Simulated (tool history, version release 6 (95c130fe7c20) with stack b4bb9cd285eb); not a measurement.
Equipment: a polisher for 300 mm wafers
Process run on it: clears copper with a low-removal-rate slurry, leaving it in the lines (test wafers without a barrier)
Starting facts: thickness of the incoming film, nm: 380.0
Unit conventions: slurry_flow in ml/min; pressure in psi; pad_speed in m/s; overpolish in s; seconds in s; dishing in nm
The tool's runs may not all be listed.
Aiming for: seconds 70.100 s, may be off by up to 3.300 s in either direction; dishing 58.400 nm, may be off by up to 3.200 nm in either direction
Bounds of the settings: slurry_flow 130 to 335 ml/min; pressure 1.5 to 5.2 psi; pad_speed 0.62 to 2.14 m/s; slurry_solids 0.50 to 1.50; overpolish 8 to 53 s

Run 1, hour 0.0: slurry_flow 215 ml/min, pressure 3.3 psi, pad_speed 1.38 m/s, slurry_solids 1.00, overpolish 27 s. Result: seconds 74.839 s, dishing 86.345 nm.
Run 2, hour 3.1: slurry_flow 215 ml/min, pressure 3.3 psi, pad_speed 1.04 m/s, slurry_solids 1.00, overpolish 27 s. Result: seconds 96.879 s, dishing 70.039 nm.
Run 3, hour 4.2: slurry_flow 215 ml/min, pressure 3.3 psi, pad_speed 1.04 m/s, slurry_solids 0.85, overpolish 27 s. Result: seconds 103.900 s, dishing 70.405 nm.
Run 4, hour 8.2: slurry_flow 215 ml/min, pressure 3.3 psi, pad_speed 1.04 m/s, slurry_solids 0.95, overpolish 27 s. Result: seconds 99.739 s, dishing 71.335 nm.
Run 5, hour 10.0: slurry_flow 215 ml/min, pressure 3.3 psi, pad_speed 1.04 m/s, slurry_solids 0.85, overpolish 27 s. Result: seconds 99.228 s, dishing 68.849 nm.
Run 6, hour 18.5: slurry_flow 215 ml/min, pressure 3.3 psi, pad_speed 0.90 m/s, slurry_solids 0.85, overpolish 27 s. Result: seconds 115.840 s, dishing 61.386 nm.
Run 7, hour 20.1: slurry_flow 220 ml/min, pressure 3.8 psi, pad_speed 0.90 m/s, slurry_solids 0.90, overpolish 22 s. Result: seconds 100.200 s, dishing 59.595 nm.
At hour 20.8: head pressure recalibrated.
Run 8, hour 20.8: slurry_flow 225 ml/min, pressure 4.2 psi, pad_speed 0.90 m/s, slurry_solids 0.90, overpolish 19 s. Result: seconds 98.168 s, dishing 53.896 nm.
Run 9, hour 29.2: slurry_flow 225 ml/min, pressure 4.5 psi, pad_speed 0.96 m/s, slurry_solids 0.90, overpolish 17 s. Result: seconds 86.767 s, dishing 54.858 nm.
Run 10, hour 36.4: slurry_flow 230 ml/min, pressure 5.2 psi, pad_speed 0.98 m/s, slurry_solids 0.90, overpolish 13 s. Result: seconds 75.294 s, dishing 49.561 nm.

Exercise: of the 5 proposed moves below, exactly one satisfies all targets within the stated allowed misses. Which move is it?
Run A, hour 43.6: slurry_flow 220 ml/min, pressure 5.2 psi, pad_speed 0.96 m/s, slurry_solids 1.25, overpolish 18 s. Result: seconds ?, dishing ?.
Run B, hour 43.6: slurry_flow 275 ml/min, pressure 5.2 psi, pad_speed 1.02 m/s, slurry_solids 0.90, overpolish 15 s. Result: seconds ?, dishing ?.
Run C, hour 43.6: slurry_flow 220 ml/min, pressure 4.9 psi, pad_speed 1.22 m/s, slurry_solids 0.90, overpolish 16 s. Result: seconds ?, dishing ?.
Run D, hour 43.6: slurry_flow 245 ml/min, pressure 4.7 psi, pad_speed 1.26 m/s, slurry_solids 0.90, overpolish 16 s. Result: seconds ?, dishing ?.
Run E, hour 43.6: slurry_flow 230 ml/min, pressure 5.0 psi, pad_speed 1.04 m/s, slurry_solids 0.80, overpolish 20 s. Result: seconds ?, dishing ?.

move  seconds  dishing
   A   68.451   69.862
   B   68.493   59.978
   C   62.704   67.905
   D   62.475   67.926
   E   73.521   71.639
A: the result that was furthest off in the last run now lies on the other side of its target
B: each result inside its tolerance
C: the result that was furthest off in the last run now lies on the other side of its target
D: the result that was furthest off in the last run now lies on the other side of its target
E: the result that was furthest off in the last run now lies on the other side of its target
B is the move that brings every result within its allowed miss.
